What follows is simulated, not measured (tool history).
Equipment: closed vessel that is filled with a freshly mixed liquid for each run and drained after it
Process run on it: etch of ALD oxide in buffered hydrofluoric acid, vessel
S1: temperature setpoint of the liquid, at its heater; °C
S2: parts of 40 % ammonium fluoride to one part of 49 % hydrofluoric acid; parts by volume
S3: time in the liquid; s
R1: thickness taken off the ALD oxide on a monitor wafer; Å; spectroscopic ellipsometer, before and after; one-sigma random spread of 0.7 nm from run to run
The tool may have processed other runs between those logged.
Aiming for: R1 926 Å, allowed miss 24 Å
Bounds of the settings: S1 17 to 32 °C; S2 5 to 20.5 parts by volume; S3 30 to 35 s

| run | day | S1 | S2 | S3 | R1 |
|---|---|---|---|---|---|
| 1 | 0 | 24 | 12.5 | 35 | 537.3 |
| 2 | 0.238 | 24 | 12.5 | 30 | 457.47 |
| 3 | 0.417 | 26 | 11.5 | 30 | 554.92 |
| 4 | 0.679 | 27.5 | 10.5 | 30 | 665.41 |
| 5 | 0.988 | 27.5 | 12 | 30 | 574.48 |
| 6 | 1.196 | 26 | 12 | 30 | 532.84 |
| 7 | 1.438 | 27.5 | 11 | 30 | 623.41 |
| 8 | 1.825 | 28.5 | 10.5 | 30 | 691.97 |
| 9 | 1.912 | 29.5 | 10 | 30 | 770.21 |
| 10 | 2.067 | 30 | 10 | 30 | 785.24 |

Pick the move, out of 4, that brings all results within their allowed miss; only one does.
| A | 2.221 | 32 | 9 | 30 | ? |
| B | 2.221 | 31.5 | 9.5 | 30 | ? |
| C | 2.221 | 32 | 10 | 30 | ? |
| D | 2.221 | 27 | 7.5 | 30 | ? |

| move | R1 |
|---|---|
| A | 930.52 |
| B | 876.53 |
| C | 871.03 |
| D | 871.55 |
A: hits every target within its allowed miss
B: an improvement on the last run, though not all results are within tolerance
C: an improvement on the last run, though not all results are within tolerance
D: an improvement on the last run, though not all results are within tolerance
A is the move that brings every result within its allowed miss.
